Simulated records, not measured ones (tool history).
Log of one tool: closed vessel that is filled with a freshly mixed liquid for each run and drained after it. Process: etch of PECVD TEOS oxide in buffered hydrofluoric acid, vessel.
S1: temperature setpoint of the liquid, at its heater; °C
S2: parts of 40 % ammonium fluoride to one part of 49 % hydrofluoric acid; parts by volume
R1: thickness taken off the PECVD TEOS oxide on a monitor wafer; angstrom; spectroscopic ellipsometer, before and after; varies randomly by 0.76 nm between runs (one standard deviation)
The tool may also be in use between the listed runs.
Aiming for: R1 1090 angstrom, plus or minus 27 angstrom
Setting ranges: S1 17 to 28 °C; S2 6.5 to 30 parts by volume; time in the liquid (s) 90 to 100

Run 1, hour 0: S1 20 °C, S2 19.5 parts by volume, time in the liquid (s) 90. Result: R1 1392 angstrom.
Run 2, hour 3.2: S1 20 °C, S2 17.5 parts by volume, time in the liquid (s) 90. Result: R1 1534.5 angstrom.
Run 3, hour 6.2: S1 20 °C, S2 17.5 parts by volume, time in the liquid (s) 100. Result: R1 1749.5 angstrom.
Run 4, hour 13.2: S1 22.5 °C, S2 17.5 parts by volume, time in the liquid (s) 100. Result: R1 1991.3 angstrom.
Run 5, hour 15.4: S1 21.5 °C, S2 19 parts by volume, time in the liquid (s) 100. Result: R1 1728.9 angstrom.
Run 6, hour 16.5: S1 24.5 °C, S2 19 parts by volume, time in the liquid (s) 100. Result: R1 2049.1 angstrom.
Run 7, hour 17.7: S1 20.5 °C, S2 25 parts by volume, time in the liquid (s) 100. Result: R1 1346.3 angstrom.
Run 8, hour 24.1: S1 20 °C, S2 25.5 parts by volume, time in the liquid (s) 100. Result: R1 1278.6 angstrom.

5 next moves are on the table. One of them brings every result within its allowed miss. Which?
Run A, hour 30.5: S1 19.5 °C, S2 26.5 parts by volume, time in the liquid (s) 95. Result: R1 ?.
Run B, hour 30.5: S1 20 °C, S2 27.5 parts by volume, time in the liquid (s) 90. Result: R1 ?.
Run C, hour 30.5: S1 17.5 °C, S2 29.5 parts by volume, time in the liquid (s) 100. Result: R1 ?.
Run D, hour 30.5: S1 19.5 °C, S2 25.5 parts by volume, time in the liquid (s) 95. Result: R1 ?.
Run E, hour 30.5: S1 18.5 °C, S2 24 parts by volume, time in the liquid (s) 95. Result: R1 ?.

move      R1
   A  1157.6
   B  1099.5
   C  1009.7
   D  1188.8
   E  1171.5
A: better than the last run, though not everything is in spec
B: each result inside its tolerance
C: pushes the last run's worst result past its target
D: better than the last run, though not everything is in spec
E: better than the last run, though not everything is in spec
The right move is B.
